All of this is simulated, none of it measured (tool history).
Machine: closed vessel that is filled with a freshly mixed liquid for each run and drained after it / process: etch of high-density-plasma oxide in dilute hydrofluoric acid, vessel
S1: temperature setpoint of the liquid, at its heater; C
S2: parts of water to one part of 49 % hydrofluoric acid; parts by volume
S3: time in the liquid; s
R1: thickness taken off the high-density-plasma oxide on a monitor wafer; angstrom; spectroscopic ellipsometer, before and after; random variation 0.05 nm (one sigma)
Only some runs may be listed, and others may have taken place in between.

{"run": 1, "hour": 0.0, "S1": 25, "S2": 270, "S3": 600, "R1": 119.08}
{"run": 2, "hour": 3.6, "S1": 25, "S2": 325, "S3": 600, "R1": 93.146}
{"run": 3, "hour": 10.5, "S1": 25, "S2": 245, "S3": 600, "R1": 130.27}
{"run": 4, "hour": 12.1, "S1": 24.5, "S2": 260, "S3": 600, "R1": 122.35}
{"run": 5, "hour": 20.0, "S1": 24.5, "S2": 310, "S3": 600, "R1": 96.545}
{"run": 6, "hour": 28.8, "S1": 24.5, "S2": 345, "S3": 600, "R1": 83.046}
{"run": 7, "hour": 30.3, "S1": 24, "S2": 350, "S3": 600, "R1": 80.011}

Run 8 is up next; what results do you expect?
{"run": 8, "hour": 36.0, "S1": 20, "S2": 415, "S3": 600, "R1": "?"}

Run 8 came out at R1 55.82 angstrom.
